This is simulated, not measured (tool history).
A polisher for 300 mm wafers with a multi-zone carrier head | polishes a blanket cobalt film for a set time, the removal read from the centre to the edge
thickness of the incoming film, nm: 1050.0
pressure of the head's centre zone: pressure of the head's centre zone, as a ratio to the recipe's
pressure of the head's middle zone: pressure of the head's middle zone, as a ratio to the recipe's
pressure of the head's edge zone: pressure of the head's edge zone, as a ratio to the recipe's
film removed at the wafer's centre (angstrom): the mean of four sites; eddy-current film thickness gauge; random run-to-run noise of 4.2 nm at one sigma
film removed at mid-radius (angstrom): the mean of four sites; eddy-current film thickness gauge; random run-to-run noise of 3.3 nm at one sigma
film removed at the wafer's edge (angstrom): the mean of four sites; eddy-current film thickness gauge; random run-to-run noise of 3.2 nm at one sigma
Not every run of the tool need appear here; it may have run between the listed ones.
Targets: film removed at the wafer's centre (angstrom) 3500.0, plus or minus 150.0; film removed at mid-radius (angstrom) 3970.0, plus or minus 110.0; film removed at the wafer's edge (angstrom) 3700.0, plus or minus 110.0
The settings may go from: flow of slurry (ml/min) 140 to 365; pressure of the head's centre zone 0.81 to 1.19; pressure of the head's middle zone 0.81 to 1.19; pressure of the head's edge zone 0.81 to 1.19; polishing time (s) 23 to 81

run	hour	flow of slurry (ml/min)	pressure of the head's centre zone	pressure of the head's middle zone	pressure of the head's edge zone	polishing time (s)	film removed at the wafer's centre (angstrom)	film removed at mid-radius (angstrom)	film removed at the wafer's edge (angstrom)
1	0.0	235	1.00	1.00	1.00	52	3050.5	3199.5	3275.9
2	3.7	240	1.01	1.02	1.01	52	3152.8	3260.4	3380.0
3	5.7	245	1.01	1.04	1.01	52	3141.2	3271.0	3298.8
4	13.5	270	1.01	1.04	1.01	52	3166.7	3339.7	3345.3
5	17.2	275	1.01	1.06	1.02	52	3176.2	3376.1	3396.8
6	24.5	330	1.01	1.06	1.02	52	3219.8	3435.4	3421.3
7	32.6	330	1.01	1.07	1.02	52	3235.8	3446.0	3395.2
8	39.4	330	1.01	1.08	1.02	52	3242.1	3467.2	3456.5
9	41.6	330	1.01	1.09	1.02	52	3188.6	3460.6	3433.6
# hour 42.9: edge zone pressure recalibrated
10	42.9	330	1.01	1.10	1.01	53	3359.0	3577.6	3424.1
11	51.4	330	1.01	1.11	1.02	53	3335.9	3671.3	3435.1
12	57.0	330	1.01	1.11	1.03	53	3395.9	3663.4	3361.9
13	65.7	330	1.01	1.11	1.03	53	3225.3	3600.6	3421.3
14	72.5	330	1.01	1.11	1.03	54	3335.7	3663.1	3578.2
15	78.7	330	1.01	1.12	1.03	54	3361.3	3702.9	3463.1

Pick the move, out of 5, that brings all results within their allowed miss; only one does.
A	84.9	300	1.13	1.19	0.99	52	?	?	?
B	84.9	285	1.00	1.16	1.02	58	?	?	?
C	84.9	365	1.00	1.05	1.13	53	?	?	?
D	84.9	300	1.12	1.18	0.93	49	?	?	?
E	84.9	315	0.93	1.12	1.05	56	?	?	?

move	film removed at the wafer's centre (angstrom)	film removed at mid-radius (angstrom)	film removed at the wafer's edge (angstrom)
A	3582.2	3644.6	3292.9
B	3511.1	3979.6	3687.6
C	3290.8	3495.9	3533.4
D	3345.3	3415.9	3054.2
E	3186.3	3797.5	3618.2
A: lands further from the targets than the last run did
B: hits every target within its allowed miss
C: lands further from the targets than the last run did
D: lands further from the targets than the last run did
E: moves toward the targets from the last run without getting all of them in spec
So the answer is move B, the one that meets all the targets.
